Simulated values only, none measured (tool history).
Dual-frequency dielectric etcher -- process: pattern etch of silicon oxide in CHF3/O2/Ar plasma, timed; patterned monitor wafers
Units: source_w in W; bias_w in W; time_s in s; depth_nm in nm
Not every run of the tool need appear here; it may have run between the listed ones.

run,hour,source_w,bias_w,time_s,depth_nm
1,0,810,189,457.5,988.15
2,5.9,810,189,423,892.95
3,12,810,189,423,899.19
4,13.8,810,189,423,904.8
# hour 19.4: source power generator calibrated
5,19.4,880,205,428,971.21
6,22,940,216,431.5,1022.5

Run 7 has not been measured yet. What should we expect?
7,25,980,224,434,?

{"run 7": {"depth_nm": 1058.8}}
